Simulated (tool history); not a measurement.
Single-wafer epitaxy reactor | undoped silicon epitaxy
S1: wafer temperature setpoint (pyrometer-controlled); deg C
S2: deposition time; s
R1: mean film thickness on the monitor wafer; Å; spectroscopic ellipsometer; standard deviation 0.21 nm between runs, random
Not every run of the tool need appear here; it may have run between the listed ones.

| run | day | S1 | S2 | R1 |
|---|---|---|---|---|
| 1 | 0 | 660 | 154 | 304.55 |
| 2 | 0.129 | 664 | 154 | 331.07 |
| 3 | 0.296 | 658 | 154 | 294.78 |
| 4 | 0.404 | 653 | 154 | 269.32 |
| 5 | 0.725 | 659 | 154 | 300.26 |
| 6 | 0.967 | 663 | 154 | 321.82 |
|  | 1.217 | pyrometer calibrated |
| 7 | 1.217 | 667 | 154 | 375.01 |
| 8 | 1.579 | 669 | 154 | 390.17 |
| 9 | 1.9 | 670 | 154 | 395.41 |
| 10 | 2.096 | 671 | 154 | 405.4 |
| 11 | 2.467 | 672 | 154 | 414.93 |
| 12 | 2.796 | 673 | 154 | 414.86 |

Predict the results of run 13:
| 13 | 3.046 | 674 | 154 | ? |

{"run 13": {"R1": 425.43}}
